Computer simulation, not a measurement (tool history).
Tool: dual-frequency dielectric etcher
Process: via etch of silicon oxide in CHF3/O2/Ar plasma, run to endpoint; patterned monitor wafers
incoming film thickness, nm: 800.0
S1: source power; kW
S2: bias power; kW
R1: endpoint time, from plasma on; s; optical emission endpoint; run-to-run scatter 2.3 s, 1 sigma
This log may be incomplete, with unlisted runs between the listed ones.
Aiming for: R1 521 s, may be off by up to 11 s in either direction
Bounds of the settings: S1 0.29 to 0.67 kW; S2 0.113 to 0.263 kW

run 1 hour=0 | S1=0.48 S2=0.188 | R1=448.4
run 2 hour=5.3 | S1=0.51 S2=0.188 | R1=435.71
run 3 hour=10.5 | S1=0.45 S2=0.188 | R1=456.92
run 4 hour=13.7 | S1=0.43 S2=0.185 | R1=466.65
run 5 hour=17.8 | S1=0.41 S2=0.183 | R1=480.02
run 6 hour=26.7 | S1=0.4 S2=0.182 | R1=481.35
run 7 hour=32.9 | S1=0.39 S2=0.181 | R1=485.7
run 8 hour=40.7 | S1=0.38 S2=0.18 | R1=493.42
run 9 hour=46.8 | S1=0.37 S2=0.179 | R1=496.41
run 10 hour=50.6 | S1=0.36 S2=0.178 | R1=501.75

Below are 5 possible settings for the next run. Only one of them brings all results inside the allowed miss of their targets. Which is it?
run A hour=54.4 | S1=0.35 S2=0.194 | R1=?
run B hour=54.4 | S1=0.33 S2=0.156 | R1=?
run C hour=54.4 | S1=0.3 S2=0.201 | R1=?
run D hour=54.4 | S1=0.36 S2=0.198 | R1=?
run E hour=54.4 | S1=0.41 S2=0.178 | R1=?

move=A R1=497.72
move=B R1=543.52
move=C R1=521.83
move=D R1=489.31
move=E R1=481.07
A: lands further from the targets than the last run did
B: the result that was furthest off in the last run now lies on the other side of its target
C: all results land within tolerance of their targets
D: lands further from the targets than the last run did
E: lands further from the targets than the last run did
So the answer is move C, the one that meets all the targets.
